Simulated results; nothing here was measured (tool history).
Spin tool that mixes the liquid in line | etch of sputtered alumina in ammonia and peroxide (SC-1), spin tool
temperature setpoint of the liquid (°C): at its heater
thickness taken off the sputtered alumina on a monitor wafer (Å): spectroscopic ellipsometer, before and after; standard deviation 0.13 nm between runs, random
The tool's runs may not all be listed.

run	hour	temperature setpoint of the liquid (°C)	parts of 29 % ammonia solution to one part of 30 % peroxide (parts by volume)	time under the liquid (s)	thickness taken off the sputtered alumina on a monitor wafer (Å)
1	0.0	63.0	0.85	300	236.34
2	7.0	69.5	0.85	300	325.09
3	14.3	69.5	0.85	320	345.99
4	18.1	70.0	0.85	320	350.16
5	24.2	66.0	0.85	320	295.40
6	32.6	66.0	0.85	320	290.03

The next listed run, before its measurement:
7	35.8	63.0	0.85	320	?

{"run 7": {"thickness taken off the sputtered alumina on a monitor wafer (Å)": 255.87}}
